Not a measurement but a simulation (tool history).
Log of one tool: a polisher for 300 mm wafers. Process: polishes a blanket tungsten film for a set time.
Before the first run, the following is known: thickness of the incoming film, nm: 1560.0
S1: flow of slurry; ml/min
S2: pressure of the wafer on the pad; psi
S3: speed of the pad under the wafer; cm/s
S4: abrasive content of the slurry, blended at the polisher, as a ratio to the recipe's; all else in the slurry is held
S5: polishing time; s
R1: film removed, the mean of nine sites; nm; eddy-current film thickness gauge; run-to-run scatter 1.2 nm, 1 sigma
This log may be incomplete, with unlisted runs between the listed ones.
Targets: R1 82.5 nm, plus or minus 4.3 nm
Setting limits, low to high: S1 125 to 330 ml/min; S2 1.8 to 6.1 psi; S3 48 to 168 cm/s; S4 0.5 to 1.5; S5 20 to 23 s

run,hour,S1,S2,S3,S4,S5,R1
1,0,210,3.9,108,1,23,108.43
2,2.1,210,3.8,108,1,23,105.7
3,10.6,210,3.7,108,1,23,105.26
4,17.2,210,3.6,108,1,23,103.34
5,23.7,210,3.5,108,1,23,99.545
6,31.9,235,3.5,108,1,23,100.84
7,36.6,235,3.4,108,1,23,99.507
8,44.6,235,3.3,108,1,23,95.3
9,45.8,235,3.2,108,1,23,92.522

Exercise: of the 5 proposed moves below, exactly one satisfies all targets within the stated allowed misses. Which move is it?
A,47,270,3.8,116,0.85,23,?
B,47,240,3.2,116,0.7,21,?
C,47,235,3.4,114,1.1,23,?
D,47,250,2.8,136,1.25,20,?
E,47,250,3.4,110,1.15,23,?

move,R1
A,114.49
B,83.882
C,105.88
D,93.743
E,104.01
A: the biggest miss grows against the last run
B: every result within its allowed miss
C: the biggest miss grows against the last run
D: the biggest miss grows against the last run
E: the biggest miss grows against the last run
Go with B: it meets all targets.
